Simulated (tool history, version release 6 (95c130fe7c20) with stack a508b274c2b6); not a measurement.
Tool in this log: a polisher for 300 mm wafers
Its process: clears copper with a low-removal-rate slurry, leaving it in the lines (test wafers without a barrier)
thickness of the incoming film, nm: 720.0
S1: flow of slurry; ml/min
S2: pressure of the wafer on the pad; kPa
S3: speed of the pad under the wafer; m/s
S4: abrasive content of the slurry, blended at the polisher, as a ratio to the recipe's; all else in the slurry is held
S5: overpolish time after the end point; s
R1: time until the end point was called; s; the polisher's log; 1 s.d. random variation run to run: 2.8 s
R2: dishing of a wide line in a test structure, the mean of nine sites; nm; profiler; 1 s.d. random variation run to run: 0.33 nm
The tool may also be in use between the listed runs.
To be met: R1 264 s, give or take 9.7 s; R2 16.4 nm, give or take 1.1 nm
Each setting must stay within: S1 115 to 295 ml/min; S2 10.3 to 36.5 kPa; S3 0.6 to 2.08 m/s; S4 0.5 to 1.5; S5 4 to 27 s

run 1 hour=0 | S1=190 S2=23.4 S3=1.34 S4=1 S5=14 | R1=165.48 R2=41.731
run 2 hour=6.9 | S1=195 S2=20 S3=1.34 S4=1 S5=11 | R1=187.55 R2=29.851
run 3 hour=10.8 | S1=155 S2=20 S3=1.34 S4=1 S5=11 | R1=195.59 R2=28.184
run 4 hour=16.7 | S1=155 S2=24.8 S3=1.34 S4=1 S5=11 | R1=155.73 R2=35.342
run 5 hour=22.5 | S1=155 S2=21.4 S3=1.34 S4=1 S5=10 | R1=184.67 R2=27.874
run 6 hour=25.7 | S1=155 S2=19.3 S3=1.34 S4=1 S5=9 | R1=199 R2=23.495
run 7 hour=30.3 | S1=150 S2=17.2 S3=1.34 S4=1 S5=9 | R1=225.58 R2=20.956
run 8 hour=38.6 | S1=145 S2=16.5 S3=1.34 S4=1 S5=9 | R1=234.01 R2=19.648
run 9 hour=40.2 | S1=140 S2=15.9 S3=1.34 S4=1 S5=9 | R1=247.42 R2=19.339
run 10 hour=44.2 | S1=135 S2=15.2 S3=1.34 S4=1 S5=9 | R1=262.95 R2=17.965

Pick the move, out of 5, that brings all results within their allowed miss; only one does.
run A hour=48.2 | S1=125 S2=17.2 S3=1.16 S4=0.9 S5=10 | R1=? R2=?
run B hour=48.2 | S1=140 S2=15.2 S3=1.26 S4=1 S5=7 | R1=? R2=?
run C hour=48.2 | S1=190 S2=10.3 S3=1.78 S4=1.25 S5=10 | R1=? R2=?
run D hour=48.2 | S1=120 S2=15.9 S3=1.3 S4=0.8 S5=10 | R1=? R2=?
run E hour=48.2 | S1=205 S2=13.8 S3=1.34 S4=1.1 S5=8 | R1=? R2=?

move=A R1=275.11 R2=18.84
move=B R1=276.2 R2=13.419
move=C R1=260.82 R2=19.411
move=D R1=273.9 R2=18.868
move=E R1=263.51 R2=15.847
A: lands further from the targets than the last run did
B: the result that was furthest off in the last run now lies on the other side of its target
C: lands further from the targets than the last run did
D: lands further from the targets than the last run did
E: every result within its allowed miss
So the answer is move E, the one that meets all the targets.

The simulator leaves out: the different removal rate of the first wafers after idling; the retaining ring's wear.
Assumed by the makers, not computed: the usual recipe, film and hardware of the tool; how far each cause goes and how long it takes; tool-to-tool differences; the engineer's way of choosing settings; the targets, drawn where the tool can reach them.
